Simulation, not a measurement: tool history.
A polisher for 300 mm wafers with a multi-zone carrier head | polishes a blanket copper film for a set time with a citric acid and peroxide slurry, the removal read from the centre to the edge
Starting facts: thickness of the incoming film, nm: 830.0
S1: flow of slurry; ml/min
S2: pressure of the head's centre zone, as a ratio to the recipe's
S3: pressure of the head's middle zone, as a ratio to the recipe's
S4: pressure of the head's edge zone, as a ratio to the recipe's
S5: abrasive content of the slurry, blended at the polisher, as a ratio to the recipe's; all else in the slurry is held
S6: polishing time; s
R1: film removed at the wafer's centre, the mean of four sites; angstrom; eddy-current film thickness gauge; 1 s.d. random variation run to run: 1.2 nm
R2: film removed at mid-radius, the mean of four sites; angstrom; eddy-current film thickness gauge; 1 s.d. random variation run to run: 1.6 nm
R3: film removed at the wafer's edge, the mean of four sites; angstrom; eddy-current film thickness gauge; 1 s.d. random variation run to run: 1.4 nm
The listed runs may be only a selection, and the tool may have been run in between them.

run 1 hour=0.0 | S1=315 S2=1.00 S3=1.00 S4=1.00 S5=1.00 S6=56 | R1=1321.0 R2=1321.4 R3=1365.8
run 2 hour=7.3 | S1=380 S2=1.00 S3=1.00 S4=1.00 S5=1.00 S6=56 | R1=1352.1 R2=1338.2 R3=1405.6
run 3 hour=10.0 | S1=380 S2=1.00 S3=1.00 S4=1.00 S5=0.85 S6=56 | R1=1326.6 R2=1286.2 R3=1356.7
run 4 hour=13.8 | S1=390 S2=1.02 S3=1.00 S4=1.03 S5=0.90 S6=56 | R1=1348.4 R2=1316.1 R3=1353.4
run 5 hour=18.3 | S1=395 S2=1.02 S3=0.98 S4=1.02 S5=1.00 S6=57 | R1=1416.9 R2=1319.7 R3=1441.6
run 6 hour=26.7 | S1=470 S2=1.02 S3=0.98 S4=1.02 S5=1.00 S6=57 | R1=1424.6 R2=1362.0 R3=1456.5

Run 7 has not been measured yet. What should we expect?
run 7 hour=33.8 | S1=470 S2=1.03 S3=0.97 S4=1.03 S5=1.10 S6=57 | R1=? R2=? R3=?

{"run 7": {"R1": 1475.0, "R2": 1356.0, "R3": 1471.9}}
